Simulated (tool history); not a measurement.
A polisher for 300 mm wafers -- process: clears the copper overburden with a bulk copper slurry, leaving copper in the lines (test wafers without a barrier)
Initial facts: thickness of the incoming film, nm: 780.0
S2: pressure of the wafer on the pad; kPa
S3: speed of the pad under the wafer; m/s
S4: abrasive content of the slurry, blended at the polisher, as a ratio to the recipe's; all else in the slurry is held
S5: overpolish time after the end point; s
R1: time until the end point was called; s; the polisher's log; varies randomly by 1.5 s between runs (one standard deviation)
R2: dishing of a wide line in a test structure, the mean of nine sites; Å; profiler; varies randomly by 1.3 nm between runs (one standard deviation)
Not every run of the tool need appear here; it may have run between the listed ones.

run 1 day=0.000 | flow_of_slurry_(ml/min)=310 S2=19.3 S3=1.18 S4=1.00 S5=19 | R1=67.261 R2=954.11
run 2 day=0.196 | flow_of_slurry_(ml/min)=310 S2=17.2 S3=1.18 S4=1.00 S5=18 | R1=75.509 R2=883.44
run 3 day=0.362 | flow_of_slurry_(ml/min)=310 S2=17.2 S3=1.18 S4=1.00 S5=13 | R1=74.479 R2=744.40
run 4 day=0.396 | flow_of_slurry_(ml/min)=310 S2=17.2 S3=1.18 S4=1.15 S5=13 | R1=73.871 R2=760.91
run 5 day=0.679 | flow_of_slurry_(ml/min)=310 S2=17.2 S3=1.18 S4=1.15 S5=10 | R1=73.836 R2=649.52
run 6 day=1.012 | flow_of_slurry_(ml/min)=310 S2=20.7 S3=1.18 S4=1.15 S5=10 | R1=63.233 R2=728.46
run 7 day=1.038 | flow_of_slurry_(ml/min)=310 S2=15.2 S3=1.06 S4=1.15 S5=19 | R1=89.085 R2=832.96

Estimate the outcome of run 8 from the log above:
run 8 day=1.229 | flow_of_slurry_(ml/min)=310 S2=14.5 S3=1.06 S4=1.15 S5=18 | R1=? R2=?

R1: 94.216 s
R2: 759.20 Å
